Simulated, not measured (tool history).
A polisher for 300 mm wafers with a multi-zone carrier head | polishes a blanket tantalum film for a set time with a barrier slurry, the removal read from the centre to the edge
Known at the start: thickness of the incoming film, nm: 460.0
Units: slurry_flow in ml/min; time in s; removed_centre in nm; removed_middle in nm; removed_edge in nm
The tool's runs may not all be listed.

| run | hour | slurry_flow | centre_zone | middle_zone | edge_zone | slurry_solids | time | removed_centre | removed_middle | removed_edge |
|---|---|---|---|---|---|---|---|---|---|---|
| 1 | 0.0 | 160 | 1.00 | 1.00 | 1.00 | 1.00 | 88 | 126.700 | 129.800 | 131.000 |
| 2 | 0.9 | 200 | 1.00 | 1.00 | 1.00 | 1.00 | 88 | 135.390 | 133.490 | 135.150 |
| 3 | 3.3 | 200 | 1.00 | 1.00 | 1.00 | 1.00 | 71 | 108.050 | 110.220 | 109.580 |
| 4 | 11.3 | 200 | 1.00 | 1.00 | 1.00 | 1.00 | 51 | 77.271 | 78.766 | 78.386 |
| 5 | 17.4 | 200 | 1.00 | 1.00 | 1.00 | 0.80 | 51 | 72.992 | 73.296 | 74.036 |
| 6 | 25.8 | 200 | 1.00 | 1.00 | 1.00 | 0.80 | 67 | 95.874 | 98.494 | 97.493 |
| 7 | 28.4 | 205 | 0.98 | 1.00 | 1.05 | 0.95 | 75 | 110.540 | 114.480 | 116.840 |
| 8 | 33.7 | 205 | 0.98 | 1.00 | 1.05 | 0.95 | 75 | 110.570 | 114.730 | 116.620 |

Forecast run 9:
| 9 | 34.7 | 205 | 0.98 | 1.00 | 1.05 | 0.95 | 75 | ? | ? | ? |

removed_centre: 110.710 nm
removed_middle: 112.380 nm
removed_edge: 115.350 nm
